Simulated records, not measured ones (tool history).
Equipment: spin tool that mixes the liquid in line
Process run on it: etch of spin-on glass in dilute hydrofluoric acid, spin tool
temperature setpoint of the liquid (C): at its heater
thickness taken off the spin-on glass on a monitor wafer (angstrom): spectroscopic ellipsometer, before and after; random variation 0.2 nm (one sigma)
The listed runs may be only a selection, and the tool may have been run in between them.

run  hour  temperature setpoint of the liquid (C)  parts of water to one part of 49 % hydrofluoric acid (parts by volume)  time under the liquid (s)  thickness taken off the spin-on glass on a monitor wafer (angstrom)
  1     0                                      21                                                                      50                         15                                                               103.27
  2   4.4                                      22                                                                      45                         15                                                               120.73
  3   9.9                                    20.5                                                                      45                         15                                                               113.11
  4  11.2                                    21.5                                                                      45                         15                                                               117.94
  5    15                                      25                                                                      45                         15                                                               136.97
  6  20.1                                    25.5                                                                      45                         15                                                               138.62
  7  24.9                                      26                                                                      45                         15                                                               141.17
  8    31                                      29                                                                      25                         15                                                               301.22

Forecast run 9:
  9  36.4                                    28.5                                                                      25                         15                                                                    ?

{"run 9": {"thickness taken off the spin-on glass on a monitor wafer (angstrom)": 289.88}}
